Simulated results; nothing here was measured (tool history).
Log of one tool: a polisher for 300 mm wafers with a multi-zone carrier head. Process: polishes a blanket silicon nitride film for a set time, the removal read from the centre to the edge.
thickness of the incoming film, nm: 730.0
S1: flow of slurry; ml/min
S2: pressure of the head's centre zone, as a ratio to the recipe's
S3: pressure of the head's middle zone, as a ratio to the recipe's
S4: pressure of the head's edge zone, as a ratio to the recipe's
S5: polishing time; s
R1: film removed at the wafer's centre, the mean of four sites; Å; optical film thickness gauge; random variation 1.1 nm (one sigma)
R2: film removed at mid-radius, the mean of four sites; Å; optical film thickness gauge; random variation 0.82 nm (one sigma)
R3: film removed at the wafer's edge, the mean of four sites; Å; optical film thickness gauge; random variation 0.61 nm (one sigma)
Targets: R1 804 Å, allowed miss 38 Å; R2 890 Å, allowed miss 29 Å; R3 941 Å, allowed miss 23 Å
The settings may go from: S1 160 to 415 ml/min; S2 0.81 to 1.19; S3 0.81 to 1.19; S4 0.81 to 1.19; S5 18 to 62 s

Run 1, day 0: S1 265 ml/min, S2 1, S3 1, S4 1, S5 40 s. Result: R1 646.78 Å, R2 633.72 Å, R3 657.19 Å.
Run 2, day 0.208: S1 270 ml/min, S2 0.99, S3 1.01, S4 1.02, S5 42 s. Result: R1 673.08 Å, R2 680.82 Å, R3 691.16 Å.
Run 3, day 0.271: S1 270 ml/min, S2 0.98, S3 1, S4 1.04, S5 44 s. Result: R1 714.83 Å, R2 697.97 Å, R3 739.7 Å.
Run 4, day 0.621: S1 270 ml/min, S2 0.98, S3 1, S4 1.04, S5 53 s. Result: R1 848.3 Å, R2 838 Å, R3 892.21 Å.
Run 5, day 0.721: S1 270 ml/min, S2 0.94, S3 1, S4 1.04, S5 53 s. Result: R1 829.34 Å, R2 847.96 Å, R3 885.89 Å.
Run 6, day 1.021: S1 270 ml/min, S2 0.94, S3 0.96, S4 1.04, S5 53 s. Result: R1 809.18 Å, R2 824.38 Å, R3 893.87 Å.
Run 7, day 1.238: S1 275 ml/min, S2 0.93, S3 0.97, S4 1.05, S5 53 s. Result: R1 818.41 Å, R2 835.51 Å, R3 904.88 Å.
Run 8, day 1.571: S1 280 ml/min, S2 0.92, S3 0.97, S4 1.06, S5 53 s. Result: R1 785.92 Å, R2 826.13 Å, R3 905.02 Å.
Run 9, day 1.946: S1 285 ml/min, S2 0.92, S3 0.98, S4 1.07, S5 53 s. Result: R1 795.52 Å, R2 830.49 Å, R3 920.08 Å.
Run 10, day 2.038: S1 290 ml/min, S2 0.92, S3 0.99, S4 1.07, S5 53 s. Result: R1 795.54 Å, R2 861.01 Å, R3 911.1 Å.
Run 11, day 2.346: S1 295 ml/min, S2 0.92, S3 0.99, S4 1.07, S5 53 s. Result: R1 804.85 Å, R2 856.82 Å, R3 910 Å.
Run 12, day 2.383: S1 300 ml/min, S2 0.92, S3 0.99, S4 1.08, S5 53 s. Result: R1 815.44 Å, R2 852.2 Å, R3 916.48 Å.
Run 13, day 2.562: S1 300 ml/min, S2 0.91, S3 0.99, S4 1.08, S5 53 s. Result: R1 813.92 Å, R2 845.18 Å, R3 920.15 Å.
Run 14, day 2.829: S1 300 ml/min, S2 0.9, S3 1, S4 1.08, S5 53 s. Result: R1 789.72 Å, R2 856.89 Å, R3 913.38 Å.
Run 15, day 3.05: S1 305 ml/min, S2 0.9, S3 1, S4 1.08, S5 53 s. Result: R1 788.37 Å, R2 855.76 Å, R3 922.12 Å.
Run 16, day 3.292: S1 305 ml/min, S2 0.9, S3 1, S4 1.08, S5 53 s. Result: R1 792.37 Å, R2 860.92 Å, R3 916.39 Å.
Run 17, day 3.471: S1 310 ml/min, S2 0.9, S3 1, S4 1.08, S5 53 s. Result: R1 798.5 Å, R2 859 Å, R3 911.09 Å.
Run 18, day 3.604: S1 310 ml/min, S2 0.9, S3 1, S4 1.09, S5 53 s. Result: R1 777.83 Å, R2 849.52 Å, R3 932.42 Å.

4 next moves are on the table. One of them brings every result within its allowed miss. Which?
Run A, day 3.738: S1 300 ml/min, S2 0.89, S3 1.03, S4 1.12, S5 54 s. Result: R1 ?, R2 ?, R3 ?.
Run B, day 3.738: S1 190 ml/min, S2 0.98, S3 1.06, S4 0.89, S5 60 s. Result: R1 ?, R2 ?, R3 ?.
Run C, day 3.738: S1 360 ml/min, S2 0.83, S3 1.03, S4 0.97, S5 57 s. Result: R1 ?, R2 ?, R3 ?.
Run D, day 3.738: S1 205 ml/min, S2 0.85, S3 1.11, S4 1.18, S5 54 s. Result: R1 ?, R2 ?, R3 ?.

move      R1      R2      R3
   A  802.56  885.75   939.2
   B  923.12  946.28  895.05
   C  803.88  950.79  935.16
   D  728.99  885.74  931.94
A: meets every target
B: takes the result that was furthest off past its target
C: takes the result that was furthest off past its target
D: brings the result that was furthest off to its target, and leaves another outside
Answer: A
